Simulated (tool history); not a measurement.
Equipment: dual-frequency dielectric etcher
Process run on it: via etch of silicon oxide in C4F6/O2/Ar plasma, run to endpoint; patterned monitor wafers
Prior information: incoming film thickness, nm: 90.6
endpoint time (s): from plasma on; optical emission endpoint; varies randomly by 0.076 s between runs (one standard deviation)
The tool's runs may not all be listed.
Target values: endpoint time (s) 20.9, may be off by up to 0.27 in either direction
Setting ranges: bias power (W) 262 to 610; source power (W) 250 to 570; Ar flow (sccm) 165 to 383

run,hour,bias power (W),source power (W),Ar flow (sccm),endpoint time (s)
1,0,436,410,274,19.005
2,6.9,436,410,238,18.554
3,12.3,436,340,238,19.992
4,15.1,498,340,238,19.046
5,20,438,340,238,19.899
6,25.9,490,340,238,19.115
7,33.5,457,340,238,19.643
8,37.1,434,340,238,20.048
9,45,419,340,238,20.338
10,47.1,410,340,238,20.515

5 next moves are on the table. One of them brings every result within its allowed miss. Which?
A,49.2,372,360,246,?
B,49.2,459,310,236,?
C,49.2,432,340,244,?
D,49.2,454,290,189,?
E,49.2,423,340,229,?

move,endpoint time (s)
A,20.996
B,20.442
C,20.242
D,20.525
E,20.251
A: all results in spec
B: the biggest miss grows against the last run
C: the biggest miss grows against the last run
D: roughly where the last run was
E: the biggest miss grows against the last run
Move A is the one to make.

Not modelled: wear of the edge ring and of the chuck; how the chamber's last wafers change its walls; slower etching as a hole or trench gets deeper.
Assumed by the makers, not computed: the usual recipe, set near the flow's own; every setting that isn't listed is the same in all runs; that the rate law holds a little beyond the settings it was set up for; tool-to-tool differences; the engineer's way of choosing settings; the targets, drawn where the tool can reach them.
